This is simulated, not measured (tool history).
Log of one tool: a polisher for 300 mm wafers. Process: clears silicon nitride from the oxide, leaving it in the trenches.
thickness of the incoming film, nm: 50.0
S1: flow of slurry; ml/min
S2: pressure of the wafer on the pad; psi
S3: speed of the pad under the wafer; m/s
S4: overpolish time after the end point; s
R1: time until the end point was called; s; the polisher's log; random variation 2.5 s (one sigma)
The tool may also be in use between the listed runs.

{"run": 1, "day": 0.0, "S1": 285, "S2": 1.7, "S3": 0.88, "S4": 28, "R1": 100.2}
{"run": 2, "day": 0.325, "S1": 285, "S2": 1.6, "S3": 0.88, "S4": 28, "R1": 103.65}
{"run": 3, "day": 0.55, "S1": 285, "S2": 1.5, "S3": 0.88, "S4": 28, "R1": 109.32}
{"run": 4, "day": 0.888, "S1": 285, "S2": 1.5, "S3": 1.1, "S4": 28, "R1": 95.529}
{"run": 5, "day": 1.225, "S1": 285, "S2": 1.5, "S3": 0.92, "S4": 28, "R1": 104.06}
{"run": 6, "day": 1.408, "S1": 285, "S2": 1.5, "S3": 1.06, "S4": 28, "R1": 97.623}

Run 7 comes next. What will it give?
{"run": 7, "day": 1.633, "S1": 285, "S2": 1.4, "S3": 1.04, "S4": 28, "R1": "?"}

{"run 7": {"R1": 105}}

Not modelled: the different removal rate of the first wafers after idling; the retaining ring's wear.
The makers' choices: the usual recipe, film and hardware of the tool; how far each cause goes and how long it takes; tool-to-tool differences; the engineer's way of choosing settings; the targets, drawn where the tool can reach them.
